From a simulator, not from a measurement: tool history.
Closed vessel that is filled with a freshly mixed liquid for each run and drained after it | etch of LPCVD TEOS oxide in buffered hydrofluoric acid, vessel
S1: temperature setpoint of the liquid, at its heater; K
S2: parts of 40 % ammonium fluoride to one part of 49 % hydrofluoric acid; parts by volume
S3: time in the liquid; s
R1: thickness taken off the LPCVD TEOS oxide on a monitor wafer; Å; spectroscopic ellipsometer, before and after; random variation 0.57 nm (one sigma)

run	hour	S1	S2	S3	R1
1	0.0	293.15	22.0	90	582.37
2	6.1	295.65	19.0	90	749.60
3	7.5	295.65	19.0	90	744.22
4	16.5	297.15	17.0	90	907.73
5	22.3	297.15	17.0	90	908.61
6	23.2	297.15	20.0	90	768.91

The next listed run, before its measurement:
7	26.1	298.15	18.0	90	?

R1: 901.54 Å

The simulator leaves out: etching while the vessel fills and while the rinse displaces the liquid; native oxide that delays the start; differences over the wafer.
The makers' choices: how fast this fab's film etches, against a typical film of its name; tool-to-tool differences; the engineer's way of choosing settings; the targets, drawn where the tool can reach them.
